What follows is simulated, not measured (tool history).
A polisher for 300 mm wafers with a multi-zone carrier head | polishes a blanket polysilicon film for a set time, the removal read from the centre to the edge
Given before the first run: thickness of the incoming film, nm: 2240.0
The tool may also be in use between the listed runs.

run	day	flow of slurry (ml/min)	pressure of the head's centre zone	pressure of the head's middle zone	pressure of the head's edge zone	polishing time (s)	film removed at the wafer's centre (nm)	film removed at mid-radius (nm)	film removed at the wafer's edge (nm)
1	0.000	165	1.00	1.00	1.00	78	818.03	809.16	823.60
2	0.342	165	1.00	1.00	1.00	93	967.35	945.94	999.28
3	0.467	155	0.97	0.98	0.98	88	898.98	897.54	931.25
4	0.571	150	0.95	0.96	0.99	82	808.92	837.55	856.21
5	0.779	150	1.01	0.96	0.99	82	845.38	824.81	849.91
6	1.058	145	0.99	0.94	1.01	78	771.27	761.26	820.90
7	1.083	140	0.97	0.93	1.00	75	736.99	726.01	774.74
8	1.421	135	0.95	0.92	1.00	73	690.93	712.99	749.90
9	1.496	130	0.94	0.90	1.00	72	668.15	671.95	737.82

Predict the results of run 10:
10	1.617	125	0.92	0.89	0.98	71	?	?	?

For run 10 the tool returned film removed at the wafer's centre (nm) 651.93, film removed at mid-radius (nm) 670.32, film removed at the wafer's edge (nm) 709.04.
